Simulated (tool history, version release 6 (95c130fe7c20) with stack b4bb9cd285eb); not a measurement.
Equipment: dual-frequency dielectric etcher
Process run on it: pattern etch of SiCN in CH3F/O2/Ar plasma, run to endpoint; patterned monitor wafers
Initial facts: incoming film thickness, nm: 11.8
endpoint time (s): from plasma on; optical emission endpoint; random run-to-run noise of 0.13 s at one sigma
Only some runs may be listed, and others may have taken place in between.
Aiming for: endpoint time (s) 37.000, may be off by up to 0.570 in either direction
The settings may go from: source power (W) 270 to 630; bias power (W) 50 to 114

{"run": 1, "hour": 0.0, "source power (W)": 450, "bias power (W)": 82, "endpoint time (s)": 30.899}
{"run": 2, "hour": 6.6, "source power (W)": 450, "bias power (W)": 87, "endpoint time (s)": 29.923}
{"run": 3, "hour": 7.9, "source power (W)": 490, "bias power (W)": 87, "endpoint time (s)": 28.625}
{"run": 4, "hour": 14.0, "source power (W)": 460, "bias power (W)": 86, "endpoint time (s)": 29.726}
{"run": 5, "hour": 17.8, "source power (W)": 460, "bias power (W)": 80, "endpoint time (s)": 30.641}
{"run": 6, "hour": 23.9, "source power (W)": 520, "bias power (W)": 80, "endpoint time (s)": 28.694}
{"run": 7, "hour": 31.4, "source power (W)": 520, "bias power (W)": 80, "endpoint time (s)": 28.893}
{"run": 8, "hour": 37.2, "source power (W)": 490, "bias power (W)": 79, "endpoint time (s)": 29.88}
{"run": 9, "hour": 41.9, "source power (W)": 460, "bias power (W)": 79, "endpoint time (s)": 30.788}
{"run": 10, "hour": 43.3, "source power (W)": 440, "bias power (W)": 79, "endpoint time (s)": 31.857}
{"run": 11, "hour": 51.7, "source power (W)": 420, "bias power (W)": 79, "endpoint time (s)": 32.487}
{"run": 12, "hour": 52.9, "source power (W)": 410, "bias power (W)": 79, "endpoint time (s)": 32.984}
{"run": 13, "hour": 61.7, "source power (W)": 400, "bias power (W)": 79, "endpoint time (s)": 33.393}
{"run": 14, "hour": 68.0, "source power (W)": 390, "bias power (W)": 79, "endpoint time (s)": 33.803}
{"run": 15, "hour": 70.7, "source power (W)": 300, "bias power (W)": 76, "endpoint time (s)": 40.645}

Consider the 4 candidate settings below. Which is the only one whose results all fall within their allowed miss of target?
{"run": "A", "hour": 73.4, "source power (W)": 300, "bias power (W)": 75, "endpoint time (s)": "?"}
{"run": "B", "hour": 73.4, "source power (W)": 270, "bias power (W)": 74, "endpoint time (s)": "?"}
{"run": "C", "hour": 73.4, "source power (W)": 290, "bias power (W)": 73, "endpoint time (s)": "?"}
{"run": "D", "hour": 73.4, "source power (W)": 330, "bias power (W)": 83, "endpoint time (s)": "?"}

move=A endpoint_time_(s)=40.937
move=B endpoint_time_(s)=44.523
move=C endpoint_time_(s)=42.464
move=D endpoint_time_(s)=36.660
A: moves away from the targets compared with the last run
B: moves away from the targets compared with the last run
C: moves away from the targets compared with the last run
D: hits every target within its allowed miss
Go with D: it meets all targets.
